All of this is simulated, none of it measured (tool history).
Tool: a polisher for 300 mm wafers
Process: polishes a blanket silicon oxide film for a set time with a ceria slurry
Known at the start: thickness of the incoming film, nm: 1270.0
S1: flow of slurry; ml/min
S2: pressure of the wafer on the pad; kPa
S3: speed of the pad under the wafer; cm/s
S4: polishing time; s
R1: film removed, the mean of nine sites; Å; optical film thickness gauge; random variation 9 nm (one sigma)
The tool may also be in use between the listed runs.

run 1 hour=0.0 | S1=165 S2=24.1 S3=84 S4=112 | R1=4415.4
run 2 hour=3.0 | S1=165 S2=24.1 S3=84 S4=112 | R1=4425.6
run 3 hour=7.0 | S1=130 S2=24.1 S3=84 S4=112 | R1=4262.2
run 4 hour=16.0 | S1=130 S2=24.1 S3=62 S4=112 | R1=3168.7
run 5 hour=24.4 | S1=130 S2=24.1 S3=62 S4=112 | R1=3098.5
run 6 hour=27.3 | S1=135 S2=26.9 S3=68 S4=112 | R1=3802.1
run 7 hour=29.9 | S1=140 S2=29.0 S3=72 S4=112 | R1=4269.5
run 8 hour=30.6 | S1=145 S2=31.0 S3=76 S4=112 | R1=4818.0
run 9 hour=36.0 | S1=150 S2=32.4 S3=80 S4=112 | R1=5238.9
run 10 hour=41.8 | S1=155 S2=33.8 S3=84 S4=112 | R1=5759.2

Run 11 comes next. What will it give?
run 11 hour=49.5 | S1=160 S2=34.5 S3=86 S4=112 | R1=?

{"run 11": {"R1": 5998.0}}

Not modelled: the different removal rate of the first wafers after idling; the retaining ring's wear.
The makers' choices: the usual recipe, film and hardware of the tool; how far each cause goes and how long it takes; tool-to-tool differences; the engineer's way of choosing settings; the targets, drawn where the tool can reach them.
